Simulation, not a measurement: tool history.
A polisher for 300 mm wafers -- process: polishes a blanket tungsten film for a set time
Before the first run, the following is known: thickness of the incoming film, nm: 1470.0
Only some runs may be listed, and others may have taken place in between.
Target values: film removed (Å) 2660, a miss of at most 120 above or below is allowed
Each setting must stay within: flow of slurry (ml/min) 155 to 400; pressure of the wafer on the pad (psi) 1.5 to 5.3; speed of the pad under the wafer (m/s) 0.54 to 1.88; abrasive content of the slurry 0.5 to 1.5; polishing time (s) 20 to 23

run,hour,flow of slurry (ml/min),pressure of the wafer on the pad (psi),speed of the pad under the wafer (m/s),abrasive content of the slurry,polishing time (s),film removed (Å)
1,0,255,3.4,1.2,1,23,1438.5
2,5.6,255,3.6,1.2,1,23,1485.5
3,12.3,255,3.8,1.22,1,23,1623.2
4,16.9,255,4,1.22,1,23,1666.2
5,17.5,255,4,1.38,1,23,1899.8
6,24.2,255,4.1,1.38,1,23,1950.4
7,28,255,4.2,1.38,1,23,2008.7
8,29,255,5.2,1.4,1,23,2523.9

Which of these 5 next moves meets every target?
A,30,240,5.2,1.44,0.95,22,?
B,30,265,5.3,1.48,0.95,20,?
C,30,235,5.3,1.58,0.85,20,?
D,30,245,5.3,1.34,1.05,23,?
E,30,235,5.3,1.5,0.9,23,?

move,film removed (Å)
A,2426.9
B,2335.8
C,2385.8
D,2478.6
E,2646.1
A: further off than the last run
B: further off than the last run
C: further off than the last run
D: further off than the last run
E: in spec on every target
So the answer is move E, the one that meets all the targets.

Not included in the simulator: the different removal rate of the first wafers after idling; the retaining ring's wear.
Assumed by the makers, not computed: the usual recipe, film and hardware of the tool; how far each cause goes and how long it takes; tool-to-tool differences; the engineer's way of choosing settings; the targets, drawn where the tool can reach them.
